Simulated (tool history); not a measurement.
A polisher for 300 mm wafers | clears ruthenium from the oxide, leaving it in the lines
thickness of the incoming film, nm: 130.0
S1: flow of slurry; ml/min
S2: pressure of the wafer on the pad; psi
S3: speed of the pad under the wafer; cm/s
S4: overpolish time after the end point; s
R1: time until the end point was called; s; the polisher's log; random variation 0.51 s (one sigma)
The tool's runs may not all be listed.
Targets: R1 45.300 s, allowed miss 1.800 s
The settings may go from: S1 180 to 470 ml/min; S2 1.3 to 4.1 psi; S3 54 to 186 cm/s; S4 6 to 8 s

{"run": 1, "day": 0.0, "S1": 300, "S2": 2.7, "S3": 118, "S4": 8, "R1": 62.042}
{"run": 2, "day": 0.154, "S1": 340, "S2": 2.7, "S3": 118, "S4": 8, "R1": 61.753}
{"run": 3, "day": 0.354, "S1": 340, "S2": 2.9, "S3": 118, "S4": 8, "R1": 57.408}
{"run": 4, "day": 0.725, "S1": 340, "S2": 3.1, "S3": 118, "S4": 8, "R1": 54.113}
{"run": 5, "day": 0.858, "S1": 340, "S2": 3.1, "S3": 118, "S4": 6, "R1": 53.473}
{"run": 6, "day": 1.154, "S1": 340, "S2": 3.2, "S3": 118, "S4": 6, "R1": 52.927}
{"run": 7, "day": 1.479, "S1": 340, "S2": 3.3, "S3": 118, "S4": 6, "R1": 51.402}
{"run": 8, "day": 1.771, "S1": 340, "S2": 3.4, "S3": 118, "S4": 6, "R1": 49.912}
{"run": 9, "day": 2.042, "S1": 340, "S2": 3.5, "S3": 118, "S4": 6, "R1": 48.051}

Which of these 4 next moves meets every target?
{"run": "A", "day": 2.312, "S1": 415, "S2": 3.4, "S3": 126, "S4": 8, "R1": "?"}
{"run": "B", "day": 2.312, "S1": 395, "S2": 3.3, "S3": 122, "S4": 7, "R1": "?"}
{"run": "C", "day": 2.312, "S1": 360, "S2": 2.8, "S3": 138, "S4": 8, "R1": "?"}
{"run": "D", "day": 2.312, "S1": 335, "S2": 3.8, "S3": 102, "S4": 6, "R1": "?"}

move=A R1=45.568
move=B R1=48.543
move=C R1=50.945
move=D R1=50.758
A: meets every target
B: further off than the last run
C: further off than the last run
D: further off than the last run
Answer: A
